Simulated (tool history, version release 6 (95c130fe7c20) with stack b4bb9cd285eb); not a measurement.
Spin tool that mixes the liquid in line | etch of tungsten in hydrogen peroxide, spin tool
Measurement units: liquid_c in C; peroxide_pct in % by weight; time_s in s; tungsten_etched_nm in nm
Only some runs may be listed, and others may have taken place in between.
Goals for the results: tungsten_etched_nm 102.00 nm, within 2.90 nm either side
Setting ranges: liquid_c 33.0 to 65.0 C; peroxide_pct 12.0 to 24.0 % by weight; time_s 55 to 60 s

run  hour  liquid_c  peroxide_pct  time_s  tungsten_etched_nm
  1   0.0      49.0          16.0      55              145.44
  2   7.4      49.0          19.0      55              157.55
  3  11.3      52.0          19.0      55              189.42
  4  14.3      49.0          19.0      55              156.95
  5  18.1      47.0          19.0      55              138.05
  6  20.0      52.5          19.0      55              195.34
  7  27.5      49.5          19.0      55              163.47
  8  28.6      47.0          19.0      55              139.49
  9  36.0      45.5          19.0      55              128.19
 10  42.7      44.5          19.0      55              119.30
 11  50.8      44.5          19.0      55              120.56
 12  57.5      43.5          19.0      55              112.29
 13  63.4      43.0          19.0      55              108.76
 14  66.3      42.5          19.0      55              105.87

Pick the move, out of 5, that brings all results within their allowed miss; only one does.
  A  69.2      41.0          21.0      60                   ?
  B  69.2      42.5          17.5      60                   ?
  C  69.2      43.5          18.0      55                   ?
  D  69.2      39.5          22.5      60                   ?
  E  69.2      42.0          18.5      60                   ?

move  tungsten_etched_nm
   A              109.32
   B              109.91
   C              108.92
   D              102.65
   E              109.44
A: its largest miss is bigger than the last run's
B: its largest miss is bigger than the last run's
C: its largest miss is bigger than the last run's
D: every result lands within tolerance
E: its largest miss is bigger than the last run's
Answer: D

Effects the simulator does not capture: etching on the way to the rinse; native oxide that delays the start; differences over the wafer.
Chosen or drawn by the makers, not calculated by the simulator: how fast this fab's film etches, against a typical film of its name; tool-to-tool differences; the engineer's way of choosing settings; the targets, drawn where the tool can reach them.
